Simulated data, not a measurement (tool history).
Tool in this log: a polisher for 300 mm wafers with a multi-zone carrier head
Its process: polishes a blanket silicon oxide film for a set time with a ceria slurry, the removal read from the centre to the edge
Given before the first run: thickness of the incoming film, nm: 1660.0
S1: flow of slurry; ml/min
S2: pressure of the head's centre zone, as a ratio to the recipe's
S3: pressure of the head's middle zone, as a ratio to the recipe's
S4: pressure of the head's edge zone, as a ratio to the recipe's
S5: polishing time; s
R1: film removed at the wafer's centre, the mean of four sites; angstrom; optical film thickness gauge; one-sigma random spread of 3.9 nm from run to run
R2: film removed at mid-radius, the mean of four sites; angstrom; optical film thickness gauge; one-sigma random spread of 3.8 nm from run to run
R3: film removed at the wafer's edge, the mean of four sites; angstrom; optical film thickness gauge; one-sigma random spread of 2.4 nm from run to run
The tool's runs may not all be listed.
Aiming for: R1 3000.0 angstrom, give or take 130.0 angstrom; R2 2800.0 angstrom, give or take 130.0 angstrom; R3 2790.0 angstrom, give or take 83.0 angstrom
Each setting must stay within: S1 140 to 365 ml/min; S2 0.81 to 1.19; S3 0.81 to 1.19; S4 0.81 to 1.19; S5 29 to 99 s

run,hour,S1,S2,S3,S4,S5,R1,R2,R3
1,0.0,235,1.00,1.00,1.00,64,3901.8,3904.8,3924.0
2,8.5,235,1.00,0.96,1.00,64,3891.4,3900.5,3857.8
3,10.3,235,1.00,0.96,1.00,51,3068.4,3143.1,3146.2
4,16.0,270,1.00,0.96,1.00,51,3132.0,3168.3,3197.5
5,18.4,270,1.00,0.94,0.99,51,3132.3,3059.7,3181.8
6,26.6,270,1.00,0.94,0.99,38,2368.5,2317.1,2343.1
7,34.4,275,1.02,0.95,1.01,38,2431.9,2360.8,2359.1
8,43.3,280,1.02,0.95,1.01,39,2460.1,2438.9,2461.2
9,46.3,280,1.02,0.95,1.01,39,2500.2,2404.1,2452.0
10,52.8,305,1.12,1.04,1.11,44,3103.7,2893.9,2907.4
11,57.1,305,1.12,1.04,1.10,44,3081.0,2890.1,2870.8

Which single option among these 5 for the next run brings every result within its allowed miss of target? Just one does.
A,61.4,350,1.12,1.05,1.19,43,?,?,?
B,61.4,270,1.12,1.03,1.09,43,?,?,?
C,61.4,200,1.18,0.96,1.07,47,?,?,?
D,61.4,315,1.15,0.86,1.12,44,?,?,?
E,61.4,335,0.98,1.01,0.92,47,?,?,?

move,R1,R2,R3
A,3060.6,2956.3,2955.4
B,2978.6,2847.6,2773.0
C,3292.0,2860.6,2922.8
D,3180.4,2627.6,2915.8
E,2911.7,3139.3,2837.7
A: further off than the last run
B: every result lands within tolerance
C: further off than the last run
D: further off than the last run
E: brings the result that was furthest off to its target, and leaves another outside
Go with B: it meets all targets.

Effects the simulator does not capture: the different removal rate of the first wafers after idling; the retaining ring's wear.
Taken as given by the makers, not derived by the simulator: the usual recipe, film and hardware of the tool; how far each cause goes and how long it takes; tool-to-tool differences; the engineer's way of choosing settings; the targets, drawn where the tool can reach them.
